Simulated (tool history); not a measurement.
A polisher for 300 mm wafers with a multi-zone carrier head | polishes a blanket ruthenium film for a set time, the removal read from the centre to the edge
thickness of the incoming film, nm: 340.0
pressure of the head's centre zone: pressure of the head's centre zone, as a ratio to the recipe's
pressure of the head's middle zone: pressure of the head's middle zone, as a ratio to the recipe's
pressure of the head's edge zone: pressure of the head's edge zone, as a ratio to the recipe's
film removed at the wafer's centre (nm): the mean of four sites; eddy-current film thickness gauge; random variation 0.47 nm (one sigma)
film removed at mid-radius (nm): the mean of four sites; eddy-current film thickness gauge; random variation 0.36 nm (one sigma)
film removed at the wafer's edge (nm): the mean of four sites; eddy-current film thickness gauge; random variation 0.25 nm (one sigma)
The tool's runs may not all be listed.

| run | hour | flow of slurry (ml/min) | pressure of the head's centre zone | pressure of the head's middle zone | pressure of the head's edge zone | polishing time (s) | film removed at the wafer's centre (nm) | film removed at mid-radius (nm) | film removed at the wafer's edge (nm) |
|---|---|---|---|---|---|---|---|---|---|
| 1 | 0 | 145 | 1 | 1 | 1 | 64 | 56.06 | 56.036 | 54.78 |
| 2 | 3.2 | 140 | 0.98 | 0.97 | 0.99 | 62 | 51.891 | 52.731 | 52.362 |
| 3 | 8.6 | 135 | 0.98 | 0.95 | 0.99 | 60 | 49.429 | 49.278 | 50.385 |
| 4 | 13.4 | 135 | 0.98 | 0.95 | 0.99 | 67 | 55.875 | 54.883 | 56.664 |
| 5 | 15.3 | 135 | 0.98 | 0.95 | 0.99 | 73 | 61.174 | 60.588 | 61.082 |
| 6 | 18.2 | 135 | 1.04 | 0.95 | 0.99 | 73 | 64.059 | 59.881 | 61.711 |
| 7 | 23.9 | 130 | 1.02 | 0.93 | 0.98 | 70 | 59.602 | 55.286 | 58.117 |
| 8 | 32.6 | 125 | 1 | 0.91 | 0.97 | 67 | 55.177 | 52.874 | 55.444 |
| 9 | 39.7 | 120 | 0.99 | 0.9 | 0.97 | 64 | 50.585 | 48.963 | 52.248 |
| 10 | 43.1 | 85 | 0.92 | 0.81 | 0.88 | 50 | 33.537 | 31.603 | 36.753 |
| 11 | 49.4 | 90 | 0.92 | 0.81 | 0.89 | 50 | 34.583 | 32.388 | 37.061 |

The next listed run, before its measurement:
| 12 | 56.4 | 125 | 0.87 | 0.82 | 0.99 | 51 | ? | ? | ? |

Run 12 gave film removed at the wafer's centre (nm) 36.458, film removed at mid-radius (nm) 36.63, film removed at the wafer's edge (nm) 42.593.

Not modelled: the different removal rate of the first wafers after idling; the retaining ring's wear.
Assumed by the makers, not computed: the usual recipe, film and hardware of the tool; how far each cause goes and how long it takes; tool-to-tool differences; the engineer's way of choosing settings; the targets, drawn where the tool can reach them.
